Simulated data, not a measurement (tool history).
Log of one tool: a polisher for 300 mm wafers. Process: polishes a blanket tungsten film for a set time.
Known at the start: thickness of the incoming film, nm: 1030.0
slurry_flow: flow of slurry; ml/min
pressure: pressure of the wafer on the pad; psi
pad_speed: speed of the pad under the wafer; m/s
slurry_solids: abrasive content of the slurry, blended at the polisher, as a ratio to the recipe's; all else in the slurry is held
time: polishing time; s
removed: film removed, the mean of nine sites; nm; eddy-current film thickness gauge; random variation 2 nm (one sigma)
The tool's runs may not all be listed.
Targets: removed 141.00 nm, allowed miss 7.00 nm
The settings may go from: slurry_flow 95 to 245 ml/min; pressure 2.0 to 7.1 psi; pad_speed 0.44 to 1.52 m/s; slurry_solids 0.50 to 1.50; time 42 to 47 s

Run 1, day 0.000: slurry_flow 155 ml/min, pressure 4.5 psi, pad_speed 0.98 m/s, slurry_solids 1.00, time 47 s. Result: removed 267.67 nm.
Run 2, day 0.283: slurry_flow 155 ml/min, pressure 4.5 psi, pad_speed 1.22 m/s, slurry_solids 1.00, time 47 s. Result: removed 325.24 nm.
Run 3, day 0.533: slurry_flow 195 ml/min, pressure 4.5 psi, pad_speed 1.22 m/s, slurry_solids 1.00, time 47 s. Result: removed 332.06 nm.
Run 4, day 0.742: slurry_flow 195 ml/min, pressure 5.4 psi, pad_speed 1.22 m/s, slurry_solids 1.00, time 47 s. Result: removed 398.37 nm.
Run 5, day 0.804: slurry_flow 195 ml/min, pressure 4.8 psi, pad_speed 1.14 m/s, slurry_solids 1.00, time 47 s. Result: removed 342.94 nm.
Run 6, day 1.017: slurry_flow 190 ml/min, pressure 4.2 psi, pad_speed 1.06 m/s, slurry_solids 1.00, time 47 s. Result: removed 271.97 nm.
Run 7, day 1.121: slurry_flow 190 ml/min, pressure 3.8 psi, pad_speed 1.02 m/s, slurry_solids 1.00, time 47 s. Result: removed 245.27 nm.
Run 8, day 1.208: slurry_flow 190 ml/min, pressure 3.5 psi, pad_speed 0.98 m/s, slurry_solids 1.00, time 47 s. Result: removed 212.04 nm.
Run 9, day 1.438: slurry_flow 190 ml/min, pressure 3.2 psi, pad_speed 0.96 m/s, slurry_solids 1.00, time 47 s. Result: removed 193.49 nm.
Run 10, day 1.529: slurry_flow 190 ml/min, pressure 3.0 psi, pad_speed 0.96 m/s, slurry_solids 1.00, time 47 s. Result: removed 183.11 nm.
Run 11, day 1.721: slurry_flow 190 ml/min, pressure 2.8 psi, pad_speed 0.96 m/s, slurry_solids 1.00, time 47 s. Result: removed 171.01 nm.
Run 12, day 1.888: slurry_flow 190 ml/min, pressure 2.7 psi, pad_speed 0.96 m/s, slurry_solids 1.00, time 47 s. Result: removed 165.04 nm.
Run 13, day 2.229: slurry_flow 185 ml/min, pressure 2.0 psi, pad_speed 0.94 m/s, slurry_solids 1.00, time 47 s. Result: removed 118.50 nm.
Run 14, day 2.600: slurry_flow 190 ml/min, pressure 2.0 psi, pad_speed 0.94 m/s, slurry_solids 1.00, time 47 s. Result: removed 120.44 nm.
Run 15, day 2.942: slurry_flow 195 ml/min, pressure 2.1 psi, pad_speed 0.94 m/s, slurry_solids 1.00, time 47 s. Result: removed 126.84 nm.
Run 16, day 3.279: slurry_flow 195 ml/min, pressure 2.2 psi, pad_speed 0.94 m/s, slurry_solids 1.00, time 47 s. Result: removed 130.83 nm.

Which of these 4 next moves meets every target?
Run A, day 3.617: slurry_flow 190 ml/min, pressure 2.2 psi, pad_speed 1.02 m/s, slurry_solids 1.00, time 47 s. Result: removed ?.
Run B, day 3.617: slurry_flow 165 ml/min, pressure 3.1 psi, pad_speed 0.84 m/s, slurry_solids 0.95, time 47 s. Result: removed ?.
Run C, day 3.617: slurry_flow 180 ml/min, pressure 2.4 psi, pad_speed 0.94 m/s, slurry_solids 0.90, time 42 s. Result: removed ?.
Run D, day 3.617: slurry_flow 190 ml/min, pressure 2.7 psi, pad_speed 0.74 m/s, slurry_solids 0.95, time 46 s. Result: removed ?.

move  removed
   A   142.97
   B   159.25
   C   123.13
   D   123.70
A: meets every target
B: takes the result that was furthest off past its target
C: further off than the last run
D: further off than the last run
Answer: A
